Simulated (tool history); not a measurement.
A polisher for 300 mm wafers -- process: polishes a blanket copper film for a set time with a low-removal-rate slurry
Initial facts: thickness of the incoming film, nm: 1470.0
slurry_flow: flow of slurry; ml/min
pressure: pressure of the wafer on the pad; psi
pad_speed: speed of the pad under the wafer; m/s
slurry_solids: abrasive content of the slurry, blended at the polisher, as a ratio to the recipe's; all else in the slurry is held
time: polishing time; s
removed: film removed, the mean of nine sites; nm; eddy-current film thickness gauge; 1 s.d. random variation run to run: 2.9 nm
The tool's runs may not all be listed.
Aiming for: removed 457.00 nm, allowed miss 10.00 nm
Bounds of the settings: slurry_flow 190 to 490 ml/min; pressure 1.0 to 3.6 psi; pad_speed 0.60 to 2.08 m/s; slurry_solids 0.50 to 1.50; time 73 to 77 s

run 1 day=0.000 | slurry_flow=315 pressure=2.3 pad_speed=1.34 slurry_solids=1.00 time=73 | removed=257.61
run 2 day=0.092 | slurry_flow=370 pressure=2.3 pad_speed=1.34 slurry_solids=1.00 time=73 | removed=259.27
run 3 day=0.208 | slurry_flow=370 pressure=2.3 pad_speed=1.34 slurry_solids=1.00 time=73 | removed=264.43
run 4 day=0.438 | slurry_flow=370 pressure=2.3 pad_speed=1.34 slurry_solids=1.15 time=73 | removed=267.65
run 5 day=0.788 | slurry_flow=370 pressure=1.8 pad_speed=1.34 slurry_solids=1.15 time=73 | removed=209.93
run 6 day=1.096 | slurry_flow=375 pressure=2.2 pad_speed=1.34 slurry_solids=1.15 time=73 | removed=256.55
run 7 day=1.433 | slurry_flow=380 pressure=2.5 pad_speed=1.34 slurry_solids=1.15 time=73 | removed=294.59
run 8 day=1.575 | slurry_flow=380 pressure=2.7 pad_speed=1.34 slurry_solids=1.15 time=73 | removed=313.42
run 9 day=1.733 | slurry_flow=380 pressure=2.9 pad_speed=1.34 slurry_solids=1.15 time=73 | removed=339.50
run 10 day=1.846 | slurry_flow=380 pressure=3.1 pad_speed=1.34 slurry_solids=1.15 time=73 | removed=359.62
run 11 day=1.954 | slurry_flow=385 pressure=3.2 pad_speed=1.36 slurry_solids=1.15 time=73 | removed=371.02
run 12 day=1.983 | slurry_flow=385 pressure=3.6 pad_speed=1.46 slurry_solids=1.15 time=73 | removed=440.21
run 13 day=2.338 | slurry_flow=385 pressure=3.6 pad_speed=1.46 slurry_solids=1.15 time=73 | removed=444.75
run 14 day=2.525 | slurry_flow=390 pressure=3.6 pad_speed=1.46 slurry_solids=1.15 time=73 | removed=438.45
run 15 day=2.604 | slurry_flow=390 pressure=3.6 pad_speed=1.48 slurry_solids=1.15 time=73 | removed=446.10

Pick the move, out of 5, that brings all results within their allowed miss; only one does.
run A day=2.683 | slurry_flow=405 pressure=3.5 pad_speed=1.42 slurry_solids=1.15 time=75 | removed=?
run B day=2.683 | slurry_flow=475 pressure=3.6 pad_speed=1.44 slurry_solids=0.80 time=76 | removed=?
run C day=2.683 | slurry_flow=400 pressure=3.5 pad_speed=1.46 slurry_solids=1.15 time=75 | removed=?
run D day=2.683 | slurry_flow=360 pressure=3.6 pad_speed=1.48 slurry_solids=1.15 time=75 | removed=?
run E day=2.683 | slurry_flow=410 pressure=3.5 pad_speed=1.44 slurry_solids=1.35 time=73 | removed=?

move=A removed=430.43
move=B removed=429.37
move=C removed=437.94
move=D removed=450.78
move=E removed=435.87
A: moves away from the targets compared with the last run
B: moves away from the targets compared with the last run
C: moves away from the targets compared with the last run
D: hits every target within its allowed miss
E: moves away from the targets compared with the last run
Correct choice: D, which meets every target
